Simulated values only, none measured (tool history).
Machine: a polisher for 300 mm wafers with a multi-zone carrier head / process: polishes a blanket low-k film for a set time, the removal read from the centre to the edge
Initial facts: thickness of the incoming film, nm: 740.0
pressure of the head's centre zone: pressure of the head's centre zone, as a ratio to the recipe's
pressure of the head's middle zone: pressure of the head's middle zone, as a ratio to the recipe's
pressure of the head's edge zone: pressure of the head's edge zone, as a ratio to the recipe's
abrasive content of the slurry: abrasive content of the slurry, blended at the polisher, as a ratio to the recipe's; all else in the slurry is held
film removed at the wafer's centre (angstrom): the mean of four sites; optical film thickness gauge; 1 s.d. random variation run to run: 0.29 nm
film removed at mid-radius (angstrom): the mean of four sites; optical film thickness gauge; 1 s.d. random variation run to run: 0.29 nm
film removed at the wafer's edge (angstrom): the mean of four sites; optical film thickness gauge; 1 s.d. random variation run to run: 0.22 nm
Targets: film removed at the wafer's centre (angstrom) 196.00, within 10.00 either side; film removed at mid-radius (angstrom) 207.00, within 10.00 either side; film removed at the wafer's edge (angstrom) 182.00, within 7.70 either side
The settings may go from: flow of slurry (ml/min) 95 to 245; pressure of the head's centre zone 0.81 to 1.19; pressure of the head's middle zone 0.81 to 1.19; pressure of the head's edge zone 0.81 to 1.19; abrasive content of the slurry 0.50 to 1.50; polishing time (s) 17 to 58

run	hour	flow of slurry (ml/min)	pressure of the head's centre zone	pressure of the head's middle zone	pressure of the head's edge zone	abrasive content of the slurry	polishing time (s)	film removed at the wafer's centre (angstrom)	film removed at mid-radius (angstrom)	film removed at the wafer's edge (angstrom)
1	0.0	155	1.00	1.00	1.00	1.00	37	153.05	153.92	160.05
2	6.0	155	1.00	1.08	1.00	1.00	37	153.80	167.71	162.44
3	7.7	120	1.00	1.08	1.00	1.00	37	148.66	157.74	155.75
4	12.7	120	1.04	1.08	1.00	1.00	37	153.42	161.44	155.29
5	20.1	130	1.06	1.09	1.01	1.00	37	158.99	163.97	161.16
6	28.7	130	1.13	1.09	1.01	1.00	37	164.97	161.26	160.06
7	33.4	130	1.13	1.09	1.01	1.00	37	163.47	163.96	159.41
8	42.3	135	1.14	1.10	1.01	1.05	37	171.83	170.54	164.79
9	46.2	145	1.15	1.11	1.01	1.05	37	170.02	169.39	165.40
10	49.2	145	1.15	1.12	1.00	1.10	37	177.29	178.57	165.25
11	55.8	150	1.15	1.13	1.01	1.10	37	182.60	177.60	168.66
12	58.6	150	1.15	1.13	1.01	1.10	37	179.80	178.27	169.20
13	64.3	150	1.14	1.14	1.01	1.10	37	182.11	180.35	169.68
14	70.2	150	1.13	1.15	1.01	1.10	37	175.87	185.28	162.84
15	76.1	155	1.13	1.15	1.02	1.10	37	179.38	187.95	169.74
16	82.2	160	1.14	1.15	1.03	1.10	37	176.53	184.04	173.86
17	84.2	165	1.14	1.16	1.03	1.10	37	179.58	182.94	174.15

Of the 4 settings listed for the next run, only one would bring every result within its allowed miss of target. Which one?
A	86.2	205	1.02	1.01	1.05	1.20	35	?	?	?
B	86.2	170	1.08	1.17	1.08	1.00	34	?	?	?
C	86.2	180	1.10	1.16	0.98	1.10	40	?	?	?
D	86.2	100	1.06	1.19	0.83	0.90	43	?	?	?

move	film removed at the wafer's centre (angstrom)	film removed at mid-radius (angstrom)	film removed at the wafer's edge (angstrom)
A	168.29	167.47	173.04
B	154.12	166.20	154.33
C	193.76	204.11	181.69
D	165.17	185.89	154.11
A: the biggest miss grows against the last run
B: the biggest miss grows against the last run
C: all results land within tolerance of their targets
D: the biggest miss grows against the last run
C meets every target.

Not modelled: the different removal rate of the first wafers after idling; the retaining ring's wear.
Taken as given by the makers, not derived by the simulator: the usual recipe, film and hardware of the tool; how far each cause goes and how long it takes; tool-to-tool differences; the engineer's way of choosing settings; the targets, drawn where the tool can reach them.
